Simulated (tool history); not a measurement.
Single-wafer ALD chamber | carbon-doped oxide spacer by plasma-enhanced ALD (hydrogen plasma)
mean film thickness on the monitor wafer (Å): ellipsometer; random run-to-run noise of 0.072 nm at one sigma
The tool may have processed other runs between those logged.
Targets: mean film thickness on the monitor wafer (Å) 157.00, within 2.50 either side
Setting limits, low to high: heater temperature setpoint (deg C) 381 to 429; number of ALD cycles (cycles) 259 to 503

run  hour  heater temperature setpoint (deg C)  number of ALD cycles (cycles)  mean film thickness on the monitor wafer (Å)
  1   0.0                                  405                            381                                        186.23
  2   4.9                                  407                            373                                        182.78
  3   6.8                                  408                            365                                        178.36
  4   8.7                                  398                            365                                        181.29
  5  11.0                                  398                            405                                        202.04
  6  20.3                                  393                            405                                        201.50
  7  25.4                                  393                            390                                        194.65
  8  31.6                                  405                            329                                        160.00
  9  39.3                                  405                            328                                        161.38
 10  48.1                                  405                            327                                        161.96
 11  52.9                                  405                            325                                        159.90

Consider the 5 candidate settings below. Which is the only one whose results all fall within their allowed miss of target?
  A  57.7                                  399                            313                                             ?
  B  57.7                                  403                            304                                             ?
  C  57.7                                  412                            316                                             ?
  D  57.7                                  404                            329                                             ?
  E  57.7                                  402                            304                                             ?

move  mean film thickness on the monitor wafer (Å)
   A                                        156.89
   B                                        151.14
   C                                        152.23
   D                                        163.00
   E                                        151.66
A: each result inside its tolerance
B: takes the result that was furthest off past its target
C: takes the result that was furthest off past its target
D: lands further from the targets than the last run did
E: takes the result that was furthest off past its target
The right move is A.
